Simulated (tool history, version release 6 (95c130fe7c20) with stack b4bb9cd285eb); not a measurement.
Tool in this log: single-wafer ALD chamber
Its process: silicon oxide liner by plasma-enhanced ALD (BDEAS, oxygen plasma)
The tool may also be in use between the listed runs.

run	day	heater temperature setpoint (deg C)	number of ALD cycles (cycles)	mean film thickness on the monitor wafer (Å)
1	0	325	32	27.82
2	0.096	325	29	25.292
3	0.271	322	32	28.083
4	0.304	322	35	30.564
5	0.65	320	36	31.735
6	0.979	312	36	31.855
7	1.133	312	37	32.912

Run 8 has not been measured yet. What should we expect?
# day 1.442: thermocouple changed; heater temperature recalibrated
8	1.442	312	38	?

Run 8 yielded mean film thickness on the monitor wafer (Å) 33.499.

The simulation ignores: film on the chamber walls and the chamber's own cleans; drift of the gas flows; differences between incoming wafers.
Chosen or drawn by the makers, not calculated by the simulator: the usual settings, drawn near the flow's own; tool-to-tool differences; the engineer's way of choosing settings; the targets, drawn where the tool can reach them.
